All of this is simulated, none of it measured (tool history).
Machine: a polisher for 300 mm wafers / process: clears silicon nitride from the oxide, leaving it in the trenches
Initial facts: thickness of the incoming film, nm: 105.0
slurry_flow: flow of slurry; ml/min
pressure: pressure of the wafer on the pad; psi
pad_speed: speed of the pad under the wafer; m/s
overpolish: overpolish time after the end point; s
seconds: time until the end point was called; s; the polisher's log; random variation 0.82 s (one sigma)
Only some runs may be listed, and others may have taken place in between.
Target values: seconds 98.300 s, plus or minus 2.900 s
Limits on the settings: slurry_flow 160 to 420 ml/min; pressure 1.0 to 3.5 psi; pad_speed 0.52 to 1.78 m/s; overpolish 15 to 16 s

Run 1, hour 0.0: slurry_flow 270 ml/min, pressure 2.2 psi, pad_speed 1.14 m/s, overpolish 15 s. Result: seconds 140.400 s.
Run 2, hour 1.2: slurry_flow 275 ml/min, pressure 2.5 psi, pad_speed 1.14 m/s, overpolish 15 s. Result: seconds 126.640 s.
Run 3, hour 2.5: slurry_flow 275 ml/min, pressure 2.7 psi, pad_speed 1.14 m/s, overpolish 15 s. Result: seconds 115.110 s.
Run 4, hour 6.0: slurry_flow 275 ml/min, pressure 2.8 psi, pad_speed 1.14 m/s, overpolish 15 s. Result: seconds 113.670 s.
Run 5, hour 12.0: slurry_flow 275 ml/min, pressure 2.8 psi, pad_speed 1.14 m/s, overpolish 15 s. Result: seconds 110.810 s.
Run 6, hour 15.4: slurry_flow 275 ml/min, pressure 2.9 psi, pad_speed 1.14 m/s, overpolish 15 s. Result: seconds 108.720 s.
Run 7, hour 17.5: slurry_flow 275 ml/min, pressure 3.0 psi, pad_speed 1.14 m/s, overpolish 15 s. Result: seconds 106.250 s.
Run 8, hour 25.2: slurry_flow 280 ml/min, pressure 3.1 psi, pad_speed 1.14 m/s, overpolish 15 s. Result: seconds 101.500 s.

Which of these 4 next moves meets every target?
Run A, hour 32.9: slurry_flow 235 ml/min, pressure 3.2 psi, pad_speed 1.10 m/s, overpolish 16 s. Result: seconds ?.
Run B, hour 32.9: slurry_flow 295 ml/min, pressure 3.1 psi, pad_speed 1.20 m/s, overpolish 15 s. Result: seconds ?.
Run C, hour 32.9: slurry_flow 335 ml/min, pressure 2.8 psi, pad_speed 1.22 m/s, overpolish 15 s. Result: seconds ?.
Run D, hour 32.9: slurry_flow 275 ml/min, pressure 3.0 psi, pad_speed 1.16 m/s, overpolish 15 s. Result: seconds ?.

move  seconds
   A  105.100
   B   98.272
   C  105.810
   D  105.150
A: moves away from the targets compared with the last run
B: all results in spec
C: moves away from the targets compared with the last run
D: moves away from the targets compared with the last run
The move that meets every target is B.

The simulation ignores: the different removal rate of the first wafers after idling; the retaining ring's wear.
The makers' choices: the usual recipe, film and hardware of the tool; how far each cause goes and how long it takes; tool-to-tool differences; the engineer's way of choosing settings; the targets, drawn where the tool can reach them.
